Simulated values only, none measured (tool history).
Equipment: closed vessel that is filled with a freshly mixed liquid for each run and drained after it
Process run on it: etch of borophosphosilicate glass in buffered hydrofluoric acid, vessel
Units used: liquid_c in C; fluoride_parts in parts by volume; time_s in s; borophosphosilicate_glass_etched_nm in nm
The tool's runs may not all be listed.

run,day,liquid_c,fluoride_parts,time_s,borophosphosilicate_glass_etched_nm
1,0,20,8,85,134.97
2,0.175,21,8,85,143.47
3,0.333,21,9.5,85,120.73
4,0.542,21.5,9.5,85,124.26
5,0.871,21.5,10.5,85,114.3
6,1.025,22,10,85,123.52
7,1.2,22.5,10,85,126.43
8,1.321,23,10,85,131.45
9,1.483,23.5,10,85,133.38

Estimate the outcome of run 10 from the log above:
10,1.671,27.5,8,85,?

{"run 10": {"borophosphosilicate_glass_etched_nm": 200.79}}
